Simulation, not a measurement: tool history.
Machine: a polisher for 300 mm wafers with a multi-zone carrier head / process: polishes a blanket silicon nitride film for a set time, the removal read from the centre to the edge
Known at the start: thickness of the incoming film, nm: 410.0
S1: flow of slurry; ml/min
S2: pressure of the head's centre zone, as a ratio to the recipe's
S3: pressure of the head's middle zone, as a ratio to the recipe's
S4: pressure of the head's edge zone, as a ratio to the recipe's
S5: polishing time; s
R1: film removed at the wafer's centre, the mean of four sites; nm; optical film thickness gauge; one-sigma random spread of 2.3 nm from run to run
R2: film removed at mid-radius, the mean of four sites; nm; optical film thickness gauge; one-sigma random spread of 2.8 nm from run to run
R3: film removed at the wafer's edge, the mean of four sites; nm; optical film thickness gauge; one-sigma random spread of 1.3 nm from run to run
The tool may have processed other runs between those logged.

{"run": 1, "day": 0.0, "S1": 305, "S2": 1, "S3": 1, "S4": 1, "S5": 52, "R1": 152.56, "R2": 152.63, "R3": 153.15}
{"run": 2, "day": 0.267, "S1": 305, "S2": 1, "S3": 1, "S4": 1, "S5": 45, "R1": 132.98, "R2": 128.64, "R3": 133.86}
{"run": 3, "day": 0.579, "S1": 370, "S2": 1, "S3": 1, "S4": 1, "S5": 45, "R1": 134.99, "R2": 135.56, "R3": 133.18}
{"run": 4, "day": 0.738, "S1": 360, "S2": 1.01, "S3": 0.99, "S4": 1.03, "S5": 49, "R1": 145.88, "R2": 145.73, "R3": 148.32}
{"run": 5, "day": 0.904, "S1": 360, "S2": 0.96, "S3": 0.99, "S4": 1.03, "S5": 49, "R1": 140.73, "R2": 145.75, "R3": 149.09}
{"run": 6, "day": 1.038, "S1": 360, "S2": 0.96, "S3": 0.99, "S4": 1.03, "S5": 41, "R1": 119.04, "R2": 118.05, "R3": 124.2}
{"run": 7, "day": 1.212, "S1": 350, "S2": 0.99, "S3": 0.98, "S4": 1.05, "S5": 46, "R1": 133.69, "R2": 131.41, "R3": 139.71}

Run 8 comes next. What will it give?
{"run": 8, "day": 1.246, "S1": 340, "S2": 1.01, "S3": 0.98, "S4": 1.06, "S5": 50, "R1": "?", "R2": "?", "R3": "?"}

{"run 8": {"R1": 151.63, "R2": 149.07, "R3": 152.61}}

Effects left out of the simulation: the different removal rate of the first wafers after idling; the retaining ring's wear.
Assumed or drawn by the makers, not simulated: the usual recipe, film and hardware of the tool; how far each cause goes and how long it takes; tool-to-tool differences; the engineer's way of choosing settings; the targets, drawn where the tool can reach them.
